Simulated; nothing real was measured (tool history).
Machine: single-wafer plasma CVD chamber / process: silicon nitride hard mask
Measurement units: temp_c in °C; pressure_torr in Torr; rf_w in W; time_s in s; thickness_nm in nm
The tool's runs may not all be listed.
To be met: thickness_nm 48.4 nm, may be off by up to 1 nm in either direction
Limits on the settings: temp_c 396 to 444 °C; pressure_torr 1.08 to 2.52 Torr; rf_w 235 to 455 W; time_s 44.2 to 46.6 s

{"run": 1, "hour": 0.0, "temp_c": 420, "pressure_torr": 1.8, "rf_w": 345, "time_s": 46.6, "thickness_nm": 63.638}
{"run": 2, "hour": 8.4, "temp_c": 420, "pressure_torr": 1.68, "rf_w": 325, "time_s": 46.3, "thickness_nm": 58.51}
{"run": 3, "hour": 16.4, "temp_c": 420, "pressure_torr": 1.68, "rf_w": 325, "time_s": 46.6, "thickness_nm": 59.064}
{"run": 4, "hour": 22.0, "temp_c": 420, "pressure_torr": 1.57, "rf_w": 315, "time_s": 46.5, "thickness_nm": 55.879}
{"run": 5, "hour": 25.3, "temp_c": 420, "pressure_torr": 1.57, "rf_w": 315, "time_s": 44.2, "thickness_nm": 53.229}
{"run": 6, "hour": 28.2, "temp_c": 420, "pressure_torr": 1.57, "rf_w": 315, "time_s": 44.2, "thickness_nm": 52.972}
{"run": 7, "hour": 29.3, "temp_c": 420, "pressure_torr": 1.5, "rf_w": 315, "time_s": 44.2, "thickness_nm": 52.262}
{"run": 8, "hour": 30.1, "temp_c": 420, "pressure_torr": 1.44, "rf_w": 315, "time_s": 44.2, "thickness_nm": 51.467}
{"run": 9, "hour": 38.1, "temp_c": 420, "pressure_torr": 1.13, "rf_w": 305, "time_s": 44.2, "thickness_nm": 44.904}
{"run": 10, "hour": 38.9, "temp_c": 420, "pressure_torr": 1.37, "rf_w": 310, "time_s": 44.2, "thickness_nm": 49.849}
{"run": 11, "hour": 46.8, "temp_c": 420, "pressure_torr": 1.35, "rf_w": 310, "time_s": 44.2, "thickness_nm": 49.483}

Exactly one of the 5 candidate moves below puts every result within its allowed miss. Which one?
{"run": "A", "hour": 54.7, "temp_c": 420, "pressure_torr": 1.45, "rf_w": 315, "time_s": 44.2, "thickness_nm": "?"}
{"run": "B", "hour": 54.7, "temp_c": 424, "pressure_torr": 1.39, "rf_w": 280, "time_s": 46.6, "thickness_nm": "?"}
{"run": "C", "hour": 54.7, "temp_c": 420, "pressure_torr": 1.34, "rf_w": 315, "time_s": 44.7, "thickness_nm": "?"}
{"run": "D", "hour": 54.7, "temp_c": 417, "pressure_torr": 1.23, "rf_w": 315, "time_s": 46.6, "thickness_nm": "?"}
{"run": "E", "hour": 54.7, "temp_c": 414, "pressure_torr": 1.67, "rf_w": 285, "time_s": 44.7, "thickness_nm": "?"}

move=A thickness_nm=51.815
move=B thickness_nm=48.161
move=C thickness_nm=50.753
move=D thickness_nm=51.065
move=E thickness_nm=50.6
A: its largest miss is bigger than the last run's
B: in spec on every target
C: its largest miss is bigger than the last run's
D: its largest miss is bigger than the last run's
E: its largest miss is bigger than the last run's
Go with B: it meets all targets.
